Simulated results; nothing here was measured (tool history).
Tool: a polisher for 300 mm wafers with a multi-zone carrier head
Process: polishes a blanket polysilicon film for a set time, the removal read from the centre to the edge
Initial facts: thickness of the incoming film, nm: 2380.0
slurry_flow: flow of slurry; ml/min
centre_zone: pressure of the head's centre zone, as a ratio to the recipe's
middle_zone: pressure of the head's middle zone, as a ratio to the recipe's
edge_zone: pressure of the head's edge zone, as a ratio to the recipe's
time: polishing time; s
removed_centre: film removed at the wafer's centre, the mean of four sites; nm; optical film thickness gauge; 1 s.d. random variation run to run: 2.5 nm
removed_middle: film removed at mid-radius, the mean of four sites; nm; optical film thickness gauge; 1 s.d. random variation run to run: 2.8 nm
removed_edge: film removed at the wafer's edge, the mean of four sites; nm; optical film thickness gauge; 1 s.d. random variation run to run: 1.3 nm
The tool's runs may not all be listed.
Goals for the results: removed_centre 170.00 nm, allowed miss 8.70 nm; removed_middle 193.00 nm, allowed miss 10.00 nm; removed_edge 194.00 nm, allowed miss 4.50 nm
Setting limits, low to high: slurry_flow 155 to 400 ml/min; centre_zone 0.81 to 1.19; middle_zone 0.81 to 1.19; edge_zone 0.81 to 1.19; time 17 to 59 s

run  hour  slurry_flow  centre_zone  middle_zone  edge_zone  time  removed_centre  removed_middle  removed_edge
  1   0.0          255         1.00         1.00       1.00    38          266.23          265.98        273.56
  2   4.6          210         1.00         1.00       1.00    38          259.46          262.66        267.22
  3   6.7          200         0.96         0.98       0.97    35          227.10          235.62        244.79
  4  15.3          195         0.94         0.98       0.94    33          214.18          220.59        224.98
  5  23.8          195         0.94         0.98       0.94    38          238.48          259.59        259.45
  6  25.4          195         0.87         0.98       0.94    38          221.88          257.84        259.26
  7  30.7          190         0.86         0.97       0.91    35          205.74          225.41        234.74
  8  33.9          180         0.85         0.98       0.89    33          191.98          220.49        215.50
  9  41.2          175         0.84         0.97       0.88    32          180.31          210.43        208.92
 10  49.2          175         0.84         0.96       0.86    32          181.26          209.59        204.41
 11  58.1          175         0.83         0.94       0.85    32          179.75          206.91        204.27
 12  64.1          175         0.82         0.93       0.84    32          177.48          198.30        203.98
 13  70.1          170         0.82         0.93       0.83    32          173.16          198.48        203.44
 14  73.8          170         0.82         0.93       0.82    32          174.14          202.14        202.74

Which one of the following 5 next-run settings gets every result inside its allowed miss? There is exactly one.
  A  77.5          155         0.82         0.91       0.86    29               ?               ?             ?
  B  77.5          200         1.05         0.89       0.84    28               ?               ?             ?
  C  77.5          230         0.82         0.95       0.87    29               ?               ?             ?
  D  77.5          160         0.85         1.04       0.81    31               ?               ?             ?
  E  77.5          170         0.86         0.82       0.87    30               ?               ?             ?

move  removed_centre  removed_middle  removed_edge
   A          155.53          174.43        183.37
   B          197.17          173.64        181.72
   C          168.60          194.20        194.10
   D          173.04          210.09        191.54
   E          171.37          168.93        193.68
A: takes the biggest miss from the last run beyond its target
B: takes the biggest miss from the last run beyond its target
C: all results land within tolerance of their targets
D: puts the biggest miss on target and leaves a different result outside tolerance
E: puts the biggest miss on target and leaves a different result outside tolerance
Answer: C
